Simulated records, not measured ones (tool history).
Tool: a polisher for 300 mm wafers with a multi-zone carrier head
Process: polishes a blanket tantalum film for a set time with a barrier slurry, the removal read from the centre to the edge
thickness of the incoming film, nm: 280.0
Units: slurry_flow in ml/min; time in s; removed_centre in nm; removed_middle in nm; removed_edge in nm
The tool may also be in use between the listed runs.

| run | hour | slurry_flow | centre_zone | middle_zone | edge_zone | slurry_solids | time | removed_centre | removed_middle | removed_edge |
|---|---|---|---|---|---|---|---|---|---|---|
| 1 | 0 | 280 | 1 | 1 | 1 | 1 | 40 | 94.909 | 96.796 | 94.907 |
| 2 | 6.9 | 270 | 0.97 | 0.97 | 0.98 | 0.9 | 38 | 83.087 | 87.062 | 85.78 |
| 3 | 15 | 265 | 0.96 | 0.94 | 0.98 | 0.8 | 36 | 75.253 | 75.042 | 78.328 |
| 4 | 21.8 | 265 | 0.96 | 0.94 | 0.98 | 0.8 | 43 | 88.867 | 91.725 | 92.798 |
| 5 | 26 | 260 | 0.94 | 0.92 | 0.96 | 0.75 | 41 | 81.956 | 82.948 | 85.743 |
| 6 | 30.4 | 250 | 0.92 | 0.9 | 0.94 | 0.7 | 39 | 72.579 | 75.462 | 79.192 |
| 7 | 38.6 | 250 | 0.91 | 0.89 | 0.92 | 0.65 | 37 | 66.461 | 67.661 | 72.223 |
| 8 | 44.5 | 250 | 0.9 | 0.88 | 0.9 | 0.6 | 36 | 61.981 | 63.087 | 66.286 |

The next listed run, before its measurement:
| 9 | 47.5 | 250 | 0.89 | 0.87 | 0.89 | 0.6 | 36 | ? | ? | ? |

{"run 9": {"removed_centre": 60.422, "removed_middle": 62.606, "removed_edge": 66.224}}
